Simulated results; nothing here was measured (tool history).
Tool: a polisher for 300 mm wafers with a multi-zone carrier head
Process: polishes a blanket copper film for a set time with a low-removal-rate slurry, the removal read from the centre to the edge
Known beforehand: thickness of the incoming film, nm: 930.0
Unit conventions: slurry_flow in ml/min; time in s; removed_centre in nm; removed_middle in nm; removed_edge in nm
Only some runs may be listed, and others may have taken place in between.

{"run": 1, "hour": 0.0, "slurry_flow": 225, "centre_zone": 1.0, "middle_zone": 1.0, "edge_zone": 1.0, "slurry_solids": 1.0, "time": 50, "removed_centre": 163.7, "removed_middle": 166.71, "removed_edge": 162.72}
{"run": 2, "hour": 2.9, "slurry_flow": 275, "centre_zone": 1.0, "middle_zone": 1.0, "edge_zone": 1.0, "slurry_solids": 1.0, "time": 50, "removed_centre": 167.47, "removed_middle": 166.77, "removed_edge": 167.1}
{"run": 3, "hour": 6.8, "slurry_flow": 265, "centre_zone": 1.0, "middle_zone": 0.99, "edge_zone": 0.97, "slurry_solids": 0.95, "time": 50, "removed_centre": 164.61, "removed_middle": 161.0, "removed_edge": 159.98}
{"run": 4, "hour": 12.9, "slurry_flow": 265, "centre_zone": 1.0, "middle_zone": 0.99, "edge_zone": 1.03, "slurry_solids": 0.95, "time": 50, "removed_centre": 166.71, "removed_middle": 163.27, "removed_edge": 168.6}
{"run": 5, "hour": 20.4, "slurry_flow": 265, "centre_zone": 1.0, "middle_zone": 0.99, "edge_zone": 1.03, "slurry_solids": 0.95, "time": 45, "removed_centre": 150.82, "removed_middle": 146.15, "removed_edge": 153.06}
{"run": 6, "hour": 23.0, "slurry_flow": 265, "centre_zone": 1.0, "middle_zone": 0.99, "edge_zone": 1.03, "slurry_solids": 0.85, "time": 45, "removed_centre": 142.78, "removed_middle": 143.44, "removed_edge": 145.31}

Estimate the outcome of run 7 from the log above:
{"run": 7, "hour": 28.2, "slurry_flow": 270, "centre_zone": 1.01, "middle_zone": 1.0, "edge_zone": 1.02, "slurry_solids": 0.85, "time": 45, "removed_centre": "?", "removed_middle": "?", "removed_edge": "?"}

Run 7 yielded removed_centre 143.78 nm, removed_middle 142.92 nm, removed_edge 144.31 nm.
